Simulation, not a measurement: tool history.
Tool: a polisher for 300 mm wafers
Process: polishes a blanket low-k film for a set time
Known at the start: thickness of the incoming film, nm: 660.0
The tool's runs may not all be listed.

run    day  flow of slurry (ml/min)  pressure of the wafer on the pad (kPa)  speed of the pad under the wafer (m/s)  abrasive content of the slurry  polishing time (s)  film removed (angstrom)
  1      0                      140                                     8.3                                    0.76                               1                  61                   142.07
  2  0.229                      140                                     8.3                                    0.94                               1                  61                   169.39
  3  0.446                      140                                     8.3                                    0.94                             1.2                  61                   176.29
  4  0.621                      140                                     7.6                                    0.94                             1.2                  61                   167.08
  5  0.988                      140                                     7.6                                    0.94                             1.2                  61                   164.06
  6  1.033                      140                                     8.3                                    0.94                             1.2                  61                   179.01
  7  1.221                      135                                     6.9                                    0.94                             1.2                  61                   151.72
  8  1.312                      130                                     6.2                                    0.94                             1.2                  61                   136.48

The next listed run, before its measurement:
  9  1.354                      125                                     5.5                                    0.94                             1.2                  61                        ?

{"run 9": {"film removed (angstrom)": 124.08}}
